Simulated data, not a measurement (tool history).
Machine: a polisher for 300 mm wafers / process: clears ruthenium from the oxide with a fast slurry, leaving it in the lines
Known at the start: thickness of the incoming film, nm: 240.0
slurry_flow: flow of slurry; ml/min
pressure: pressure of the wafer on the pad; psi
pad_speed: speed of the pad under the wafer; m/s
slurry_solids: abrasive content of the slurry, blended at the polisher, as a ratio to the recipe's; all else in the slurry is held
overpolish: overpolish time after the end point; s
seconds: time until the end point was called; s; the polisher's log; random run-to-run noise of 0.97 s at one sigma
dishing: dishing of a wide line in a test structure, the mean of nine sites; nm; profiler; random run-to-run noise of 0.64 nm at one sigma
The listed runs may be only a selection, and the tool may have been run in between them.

run	day	slurry_flow	pressure	pad_speed	slurry_solids	overpolish	seconds	dishing
1	0	320	1.8	0.94	1	28	82.182	62.847
2	0.092	240	1.8	0.94	1	28	83.864	62.822
3	0.217	240	1.8	0.94	1	38	81.88	78.812
4	0.521	245	1.8	0.94	1	31	82.021	67.937
5	0.6	245	1.8	0.94	0.85	31	91.656	62.597
6	0.888	250	1.8	0.94	0.85	26	91.086	55.628
7	1.033	250	1.8	0.94	0.85	22	91.772	47.484
8	1.071	250	1.9	0.94	0.85	13	89.294	31.79

What will run 9 give?
9	1.3	250	1.9	0.94	0.85	14	?	?

seconds: 85.841 s
dishing: 33.81 nm
